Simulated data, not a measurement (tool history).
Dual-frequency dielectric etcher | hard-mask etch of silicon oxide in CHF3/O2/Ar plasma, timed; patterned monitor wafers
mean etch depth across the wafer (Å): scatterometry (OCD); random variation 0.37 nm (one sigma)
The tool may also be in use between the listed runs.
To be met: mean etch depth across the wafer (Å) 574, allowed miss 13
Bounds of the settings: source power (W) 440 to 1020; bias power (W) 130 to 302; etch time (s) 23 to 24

run,hour,source power (W),bias power (W),etch time (s),mean etch depth across the wafer (Å)
1,0,730,216,23,493.51
2,6.1,760,218,23,498.88
3,11.7,760,189,23,484.62
4,19.5,760,189,24,501.44
5,27.5,760,189,24,502.05
6,33.6,760,189,23,474.63
7,36,780,195,23,487.31
8,41.7,800,200,23,504.97
9,48.6,820,201,23,505.03
10,50.3,840,203,23,508.27
11,54,860,207,23,523.41
12,61.8,880,208,23,531.42
13,63.1,890,209,23,536.19
14,71.7,900,210,23,541.33
15,75,910,211,23,542.09

5 next moves are on the table. One of them brings every result within its allowed miss. Which?
A,78.3,1000,218,24,?
B,78.3,920,152,23,?
C,78.3,1010,235,23.5,?
D,78.3,1020,219,24,?
E,78.3,930,253,23,?

move,mean etch depth across the wafer (Å)
A,595.96
B,490.47
C,601.01
D,601.9
E,582.66
A: takes the result that was furthest off past its target
B: further off than the last run
C: takes the result that was furthest off past its target
D: takes the result that was furthest off past its target
E: meets every target
Answer: E
